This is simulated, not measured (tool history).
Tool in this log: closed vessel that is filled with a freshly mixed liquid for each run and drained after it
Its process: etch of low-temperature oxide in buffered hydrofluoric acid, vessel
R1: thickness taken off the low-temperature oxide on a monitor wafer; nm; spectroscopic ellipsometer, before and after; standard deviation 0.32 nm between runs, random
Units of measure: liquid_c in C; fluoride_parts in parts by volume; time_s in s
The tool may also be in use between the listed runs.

run 1 hour=0.0 | liquid_c=23.0 fluoride_parts=20.0 time_s=30 | R1=33.847
run 2 hour=3.1 | liquid_c=23.0 fluoride_parts=20.0 time_s=30 | R1=33.878
run 3 hour=10.7 | liquid_c=24.0 fluoride_parts=19.5 time_s=30 | R1=36.908
run 4 hour=12.8 | liquid_c=24.0 fluoride_parts=19.5 time_s=30 | R1=36.529
-- hour=16.7 hydrofluoric acid flow meter replaced
run 5 hour=16.7 | liquid_c=27.5 fluoride_parts=19.5 time_s=30 | R1=40.604
run 6 hour=21.7 | liquid_c=28.0 fluoride_parts=18.5 time_s=30 | R1=43.970
run 7 hour=30.7 | liquid_c=28.0 fluoride_parts=18.5 time_s=30 | R1=43.915
run 8 hour=36.0 | liquid_c=28.5 fluoride_parts=18.0 time_s=30 | R1=45.801
run 9 hour=43.7 | liquid_c=29.0 fluoride_parts=17.5 time_s=30 | R1=48.891

Forecast run 10:
run 10 hour=45.8 | liquid_c=29.5 fluoride_parts=17.0 time_s=30 | R1=?

R1: 51.458 nm
